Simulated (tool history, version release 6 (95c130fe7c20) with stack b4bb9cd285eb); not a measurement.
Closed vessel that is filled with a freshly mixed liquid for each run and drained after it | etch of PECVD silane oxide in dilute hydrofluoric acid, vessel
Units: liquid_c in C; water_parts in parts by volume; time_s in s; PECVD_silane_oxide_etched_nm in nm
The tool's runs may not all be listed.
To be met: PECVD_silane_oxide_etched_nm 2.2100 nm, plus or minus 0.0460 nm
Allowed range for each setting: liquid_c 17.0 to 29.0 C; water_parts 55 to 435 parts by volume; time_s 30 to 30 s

Run 1, hour 0.0: liquid_c 21.0 C, water_parts 245 parts by volume, time_s 30 s. Result: PECVD_silane_oxide_etched_nm 3.3309 nm.
Run 2, hour 6.8: liquid_c 18.5 C, water_parts 245 parts by volume, time_s 30 s. Result: PECVD_silane_oxide_etched_nm 3.0406 nm.
Run 3, hour 14.9: liquid_c 18.5 C, water_parts 285 parts by volume, time_s 30 s. Result: PECVD_silane_oxide_etched_nm 2.4945 nm.
Run 4, hour 20.5: liquid_c 18.0 C, water_parts 290 parts by volume, time_s 30 s. Result: PECVD_silane_oxide_etched_nm 2.3791 nm.
Run 5, hour 22.8: liquid_c 18.0 C, water_parts 205 parts by volume, time_s 30 s. Result: PECVD_silane_oxide_etched_nm 3.6859 nm.
Run 6, hour 24.5: liquid_c 18.0 C, water_parts 280 parts by volume, time_s 30 s. Result: PECVD_silane_oxide_etched_nm 2.5099 nm.
Run 7, hour 31.7: liquid_c 18.0 C, water_parts 285 parts by volume, time_s 30 s. Result: PECVD_silane_oxide_etched_nm 2.4456 nm.
Run 8, hour 36.5: liquid_c 17.5 C, water_parts 295 parts by volume, time_s 30 s. Result: PECVD_silane_oxide_etched_nm 2.3252 nm.

Consider the 4 candidate settings below. Which is the only one whose results all fall within their allowed miss of target?
Run A, hour 41.3: liquid_c 17.0 C, water_parts 300 parts by volume, time_s 30 s. Result: PECVD_silane_oxide_etched_nm ?.
Run B, hour 41.3: liquid_c 17.0 C, water_parts 285 parts by volume, time_s 30 s. Result: PECVD_silane_oxide_etched_nm ?.
Run C, hour 41.3: liquid_c 18.5 C, water_parts 325 parts by volume, time_s 30 s. Result: PECVD_silane_oxide_etched_nm ?.
Run D, hour 41.3: liquid_c 17.0 C, water_parts 315 parts by volume, time_s 30 s. Result: PECVD_silane_oxide_etched_nm ?.

move  PECVD_silane_oxide_etched_nm
   A                        2.1958
   B                        2.3406
   C                        2.0989
   D                        2.0653
A: all results land within tolerance of their targets
B: further off than the last run
C: the result that was furthest off in the last run now lies on the other side of its target
D: the result that was furthest off in the last run now lies on the other side of its target
The move that meets every target is A.
